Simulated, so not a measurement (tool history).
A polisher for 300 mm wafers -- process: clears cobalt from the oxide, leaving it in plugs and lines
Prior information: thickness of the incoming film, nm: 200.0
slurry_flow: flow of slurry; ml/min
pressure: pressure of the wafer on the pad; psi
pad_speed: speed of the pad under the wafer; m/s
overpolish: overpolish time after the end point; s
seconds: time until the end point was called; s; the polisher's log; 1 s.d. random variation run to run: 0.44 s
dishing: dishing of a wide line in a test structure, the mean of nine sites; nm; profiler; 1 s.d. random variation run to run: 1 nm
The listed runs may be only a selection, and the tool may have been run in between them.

| run | hour | slurry_flow | pressure | pad_speed | overpolish | seconds | dishing |
|---|---|---|---|---|---|---|---|
| 1 | 0 | 290 | 2.4 | 0.76 | 15 | 34.416 | 42.925 |
| 2 | 6 | 290 | 2.5 | 0.76 | 14 | 34.516 | 45.411 |
| 3 | 13.8 | 290 | 2.5 | 0.76 | 20 | 34.95 | 48.164 |
| 4 | 22 | 290 | 2.5 | 0.78 | 18 | 32.599 | 50.376 |
| 5 | 26.4 | 290 | 2.5 | 0.9 | 18 | 28.333 | 50.51 |
| 6 | 27.8 | 290 | 2.5 | 0.9 | 24 | 27.775 | 55.045 |

What will run 7 give?
| 7 | 34.4 | 290 | 2.5 | 0.92 | 21 | ? | ? |

Run 7 produced seconds 28.551 s, dishing 53.799 nm.
